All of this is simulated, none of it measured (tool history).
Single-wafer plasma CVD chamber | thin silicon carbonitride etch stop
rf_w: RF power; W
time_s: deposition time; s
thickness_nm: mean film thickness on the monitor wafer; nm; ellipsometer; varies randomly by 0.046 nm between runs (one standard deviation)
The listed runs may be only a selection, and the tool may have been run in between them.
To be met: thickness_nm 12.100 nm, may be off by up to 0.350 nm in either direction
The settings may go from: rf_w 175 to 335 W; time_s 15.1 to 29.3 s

run 1 hour=0.0 | rf_w=255 time_s=22.2 | thickness_nm=15.491
run 2 hour=6.5 | rf_w=255 time_s=19.8 | thickness_nm=13.743
run 3 hour=10.1 | rf_w=255 time_s=22.9 | thickness_nm=15.914
run 4 hour=14.3 | rf_w=250 time_s=22.2 | thickness_nm=15.312
run 5 hour=19.9 | rf_w=265 time_s=22.2 | thickness_nm=15.688
run 6 hour=23.1 | rf_w=260 time_s=21.7 | thickness_nm=15.233
run 7 hour=24.7 | rf_w=255 time_s=21.3 | thickness_nm=14.780
run 8 hour=29.1 | rf_w=250 time_s=20.9 | thickness_nm=14.443
run 9 hour=32.2 | rf_w=245 time_s=20.5 | thickness_nm=14.071
run 10 hour=39.8 | rf_w=240 time_s=20.2 | thickness_nm=13.630
run 11 hour=45.6 | rf_w=235 time_s=20.1 | thickness_nm=13.530
run 12 hour=48.0 | rf_w=235 time_s=20.1 | thickness_nm=13.501
run 13 hour=49.9 | rf_w=230 time_s=20.0 | thickness_nm=13.217

5 next moves are on the table. One of them brings every result within its allowed miss. Which?
run A hour=51.8 | rf_w=215 time_s=18.6 | thickness_nm=?
run B hour=51.8 | rf_w=240 time_s=23.1 | thickness_nm=?
run C hour=51.8 | rf_w=190 time_s=22.6 | thickness_nm=?
run D hour=51.8 | rf_w=230 time_s=21.2 | thickness_nm=?
run E hour=51.8 | rf_w=265 time_s=21.8 | thickness_nm=?

move=A thickness_nm=12.091
move=B thickness_nm=15.757
move=C thickness_nm=13.872
move=D thickness_nm=14.198
move=E thickness_nm=15.500
A: all results land within tolerance of their targets
B: moves away from the targets compared with the last run
C: moves away from the targets compared with the last run
D: moves away from the targets compared with the last run
E: moves away from the targets compared with the last run
Answer: A
